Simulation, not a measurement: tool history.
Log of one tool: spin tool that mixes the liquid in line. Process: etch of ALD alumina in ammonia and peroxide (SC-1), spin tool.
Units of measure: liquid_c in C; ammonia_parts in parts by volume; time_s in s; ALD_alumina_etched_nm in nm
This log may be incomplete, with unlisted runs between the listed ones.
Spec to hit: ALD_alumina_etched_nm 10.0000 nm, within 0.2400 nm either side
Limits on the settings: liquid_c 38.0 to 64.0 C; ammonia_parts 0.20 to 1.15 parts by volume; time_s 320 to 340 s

run 1 day=0.000 | liquid_c=48.0 ammonia_parts=0.65 time_s=320 | ALD_alumina_etched_nm=12.2900
run 2 day=0.108 | liquid_c=48.0 ammonia_parts=0.50 time_s=320 | ALD_alumina_etched_nm=12.0430
run 3 day=0.471 | liquid_c=47.5 ammonia_parts=0.50 time_s=320 | ALD_alumina_etched_nm=11.6550
run 4 day=0.533 | liquid_c=51.5 ammonia_parts=0.50 time_s=320 | ALD_alumina_etched_nm=14.4770
run 5 day=0.633 | liquid_c=50.0 ammonia_parts=0.50 time_s=320 | ALD_alumina_etched_nm=13.4100
run 6 day=0.671 | liquid_c=49.0 ammonia_parts=0.50 time_s=320 | ALD_alumina_etched_nm=12.7750
run 7 day=0.767 | liquid_c=48.0 ammonia_parts=0.50 time_s=320 | ALD_alumina_etched_nm=12.0180
run 8 day=0.817 | liquid_c=47.5 ammonia_parts=0.50 time_s=320 | ALD_alumina_etched_nm=11.8020
run 9 day=1.108 | liquid_c=47.0 ammonia_parts=0.50 time_s=320 | ALD_alumina_etched_nm=11.3830
run 10 day=1.146 | liquid_c=46.5 ammonia_parts=0.50 time_s=320 | ALD_alumina_etched_nm=10.9740

Exactly one of the 4 candidate moves below puts every result within its allowed miss. Which one?
run A day=1.183 | liquid_c=46.0 ammonia_parts=0.50 time_s=320 | ALD_alumina_etched_nm=?
run B day=1.183 | liquid_c=44.0 ammonia_parts=0.40 time_s=340 | ALD_alumina_etched_nm=?
run C day=1.183 | liquid_c=45.5 ammonia_parts=0.70 time_s=320 | ALD_alumina_etched_nm=?
run D day=1.183 | liquid_c=45.5 ammonia_parts=0.45 time_s=325 | ALD_alumina_etched_nm=?

move=A ALD_alumina_etched_nm=10.7560
move=B ALD_alumina_etched_nm=9.9842
move=C ALD_alumina_etched_nm=10.7960
move=D ALD_alumina_etched_nm=10.5140
A: closer than the last run, but not yet in spec
B: all results in spec
C: closer than the last run, but not yet in spec
D: closer than the last run, but not yet in spec
Answer: B
